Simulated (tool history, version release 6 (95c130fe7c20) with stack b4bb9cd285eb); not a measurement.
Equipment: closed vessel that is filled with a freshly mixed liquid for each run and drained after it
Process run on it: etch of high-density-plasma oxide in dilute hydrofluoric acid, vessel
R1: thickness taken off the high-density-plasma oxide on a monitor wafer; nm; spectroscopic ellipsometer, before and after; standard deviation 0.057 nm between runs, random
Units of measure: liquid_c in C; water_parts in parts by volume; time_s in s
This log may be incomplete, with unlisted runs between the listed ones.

run 1 hour=0.0 | liquid_c=23.0 water_parts=225 time_s=255 | R1=4.3990
run 2 hour=2.3 | liquid_c=25.0 water_parts=215 time_s=255 | R1=5.0472
run 3 hour=3.9 | liquid_c=25.0 water_parts=290 time_s=255 | R1=3.4436
run 4 hour=12.0 | liquid_c=26.5 water_parts=265 time_s=255 | R1=4.0759
run 5 hour=18.7 | liquid_c=26.5 water_parts=325 time_s=255 | R1=3.1120
run 6 hour=19.3 | liquid_c=26.5 water_parts=390 time_s=255 | R1=2.4483
run 7 hour=23.8 | liquid_c=27.5 water_parts=335 time_s=255 | R1=3.0662

Predict the results of run 8:
run 8 hour=32.7 | liquid_c=28.5 water_parts=290 time_s=255 | R1=?

R1: 3.8560 nm
